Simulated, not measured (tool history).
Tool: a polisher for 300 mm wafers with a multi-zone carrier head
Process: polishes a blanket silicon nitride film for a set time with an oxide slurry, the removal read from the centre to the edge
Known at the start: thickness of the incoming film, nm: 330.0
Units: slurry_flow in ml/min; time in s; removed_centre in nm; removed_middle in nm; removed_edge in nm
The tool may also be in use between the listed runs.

| run | hour | slurry_flow | centre_zone | middle_zone | edge_zone | slurry_solids | time | removed_centre | removed_middle | removed_edge |
|---|---|---|---|---|---|---|---|---|---|---|
| 1 | 0 | 270 | 1 | 1 | 1 | 1 | 51 | 18.753 | 19.27 | 19.342 |
| 2 | 6.5 | 270 | 1.03 | 1 | 1 | 1 | 51 | 19.619 | 19.65 | 19.067 |
| 3 | 11.1 | 270 | 1.03 | 1 | 0.94 | 1 | 51 | 19.745 | 19.409 | 18.725 |
| 4 | 15.2 | 275 | 1.04 | 1.01 | 0.97 | 1.05 | 51 | 20.126 | 20.016 | 19.516 |
| 5 | 19.6 | 285 | 1.06 | 1.03 | 0.98 | 1.05 | 51 | 20.249 | 20.442 | 19.621 |
| 6 | 26.6 | 285 | 1.06 | 1.12 | 0.98 | 1.05 | 51 | 20.767 | 21.579 | 19.492 |
| 7 | 32.3 | 290 | 1.08 | 1.13 | 1 | 1.05 | 51 | 20.689 | 21.761 | 19.444 |
| 8 | 37.8 | 295 | 1.09 | 1.13 | 1.01 | 1.1 | 51 | 21.492 | 22.332 | 19.701 |
| 9 | 39.1 | 295 | 1.09 | 1.12 | 1.02 | 1.15 | 51 | 22.18 | 22.463 | 20.2 |
| 10 | 40.8 | 300 | 1.09 | 1.12 | 1.03 | 1.2 | 51 | 21.882 | 22.86 | 20.887 |
| 11 | 45.2 | 305 | 1.1 | 1.12 | 1.03 | 1.2 | 51 | 22.484 | 22.598 | 20.813 |
| 12 | 53.3 | 305 | 1.1 | 1.13 | 1.03 | 1.2 | 51 | 22.205 | 23.026 | 20.504 |
| 13 | 54.7 | 300 | 1.11 | 1.13 | 1.04 | 1.25 | 51 | 22.669 | 23.388 | 21.078 |
|  | 60.8 | worn pad replaced by a new one |
| 14 | 60.8 | 305 | 1.12 | 1.13 | 1.04 | 1.25 | 51 | 25.727 | 26.082 | 24.166 |
| 15 | 64.9 | 310 | 1.12 | 1.13 | 1.03 | 1.25 | 51 | 25.734 | 26.281 | 23.912 |

Forecast run 16:
| 16 | 69.1 | 300 | 1.12 | 1.13 | 1.03 | 1.25 | 51 | ? | ? | ? |

Run 16 gave removed_centre 24.991 nm, removed_middle 25.948 nm, removed_edge 23.884 nm.

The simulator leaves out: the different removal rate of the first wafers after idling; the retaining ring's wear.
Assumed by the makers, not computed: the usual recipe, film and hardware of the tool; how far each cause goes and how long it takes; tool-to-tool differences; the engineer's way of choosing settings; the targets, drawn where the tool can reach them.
